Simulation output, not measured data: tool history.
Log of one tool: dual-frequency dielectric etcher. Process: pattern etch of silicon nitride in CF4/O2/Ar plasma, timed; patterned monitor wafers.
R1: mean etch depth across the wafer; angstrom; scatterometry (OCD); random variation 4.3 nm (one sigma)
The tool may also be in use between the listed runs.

run 1 day=0 | source_power_(W)=660 bias_power_(W)=68 Ar_flow_(sccm)=81 CF4_flow_(sccm)=140 etch_time_(s)=357 | R1=10467
run 2 day=0.121 | source_power_(W)=750 bias_power_(W)=68 Ar_flow_(sccm)=81 CF4_flow_(sccm)=140 etch_time_(s)=357 | R1=12128
run 3 day=0.338 | source_power_(W)=750 bias_power_(W)=68 Ar_flow_(sccm)=81 CF4_flow_(sccm)=140 etch_time_(s)=357 | R1=12078
run 4 day=0.504 | source_power_(W)=820 bias_power_(W)=68 Ar_flow_(sccm)=81 CF4_flow_(sccm)=140 etch_time_(s)=357 | R1=13249
run 5 day=0.662 | source_power_(W)=820 bias_power_(W)=68 Ar_flow_(sccm)=71 CF4_flow_(sccm)=140 etch_time_(s)=357 | R1=13364
run 6 day=0.825 | source_power_(W)=820 bias_power_(W)=68 Ar_flow_(sccm)=71 CF4_flow_(sccm)=156 etch_time_(s)=357 | R1=13495

Run 7 comes next. What will it give?
run 7 day=0.858 | source_power_(W)=700 bias_power_(W)=61 Ar_flow_(sccm)=72 CF4_flow_(sccm)=153 etch_time_(s)=353 | R1=?

{"run 7": {"R1": 10770}}
